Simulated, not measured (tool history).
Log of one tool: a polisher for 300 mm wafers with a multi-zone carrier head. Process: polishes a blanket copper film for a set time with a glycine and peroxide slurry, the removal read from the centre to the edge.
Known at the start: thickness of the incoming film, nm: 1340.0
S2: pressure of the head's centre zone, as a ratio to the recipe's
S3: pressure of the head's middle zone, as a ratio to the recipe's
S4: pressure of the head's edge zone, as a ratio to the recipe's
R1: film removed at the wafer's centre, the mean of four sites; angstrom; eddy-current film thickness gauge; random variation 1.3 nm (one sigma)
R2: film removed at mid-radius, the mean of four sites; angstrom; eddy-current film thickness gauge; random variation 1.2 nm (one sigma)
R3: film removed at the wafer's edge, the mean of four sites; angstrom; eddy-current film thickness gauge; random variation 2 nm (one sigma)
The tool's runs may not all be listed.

run 1 hour=0 | flow_of_slurry_(ml/min)=170 S2=1 S3=1 S4=1 polishing_time_(s)=30 | R1=1781.8 R2=1738.2 R3=1788.9
run 2 hour=2.6 | flow_of_slurry_(ml/min)=160 S2=0.97 S3=1 S4=0.99 polishing_time_(s)=30 | R1=1739.7 R2=1736 R3=1768.8
run 3 hour=8.3 | flow_of_slurry_(ml/min)=160 S2=0.97 S3=1 S4=0.99 polishing_time_(s)=27 | R1=1556.2 R2=1553.5 R3=1559.3
run 4 hour=16.5 | flow_of_slurry_(ml/min)=155 S2=0.94 S3=1 S4=1.01 polishing_time_(s)=27 | R1=1480.9 R2=1532.9 R3=1619
run 5 hour=17.4 | flow_of_slurry_(ml/min)=150 S2=0.93 S3=1.01 S4=1.01 polishing_time_(s)=27 | R1=1450.4 R2=1533.8 R3=1623.3
run 6 hour=21.8 | flow_of_slurry_(ml/min)=145 S2=0.92 S3=1.02 S4=1.01 polishing_time_(s)=27 | R1=1453 R2=1552.3 R3=1597.7

The next listed run, before its measurement:
run 7 hour=27.1 | flow_of_slurry_(ml/min)=120 S2=0.82 S3=1.02 S4=1.05 polishing_time_(s)=27 | R1=? R2=? R3=?

Run 7 gave R1 1209.2 angstrom, R2 1478.7 angstrom, R3 1572 angstrom.
